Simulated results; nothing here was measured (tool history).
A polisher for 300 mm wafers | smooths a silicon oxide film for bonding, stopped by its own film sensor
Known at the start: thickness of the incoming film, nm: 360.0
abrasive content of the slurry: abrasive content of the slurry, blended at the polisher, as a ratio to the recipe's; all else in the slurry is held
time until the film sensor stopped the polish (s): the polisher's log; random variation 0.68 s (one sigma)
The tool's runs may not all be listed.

run  hour  flow of slurry (ml/min)  pressure of the wafer on the pad (psi)  speed of the pad under the wafer (m/s)  abrasive content of the slurry  target thickness at which the film sensor stops the polish (nm)  time until the film sensor stopped the polish (s)
  1   0.0                      200                                     1.5                                    0.92                             1.0                                                              302                                             98.058
  2   3.3                      205                                     1.7                                    0.92                             1.0                                                              302                                             87.970
  3   7.6                      205                                     1.8                                    0.92                             1.0                                                              302                                             81.594
  4  10.5                      205                                     1.8                                    0.92                             1.0                                                              302                                             81.375
  5  17.5                      165                                     1.8                                    0.92                             1.0                                                              302                                             83.636
  6  26.4                      165                                     1.9                                    0.92                             1.0                                                              302                                             81.070
  7  31.2                      180                                     2.0                                    0.92                             1.0                                                              302                                             76.926
  8  35.6                      185                                     2.1                                    0.92                             1.0                                                              302                                             70.302

The next listed run, before its measurement:
  9  37.8                      190                                     2.1                                    0.92                             1.0                                                              302                                                  ?

Run 9 gave time until the film sensor stopped the polish (s) 71.264.
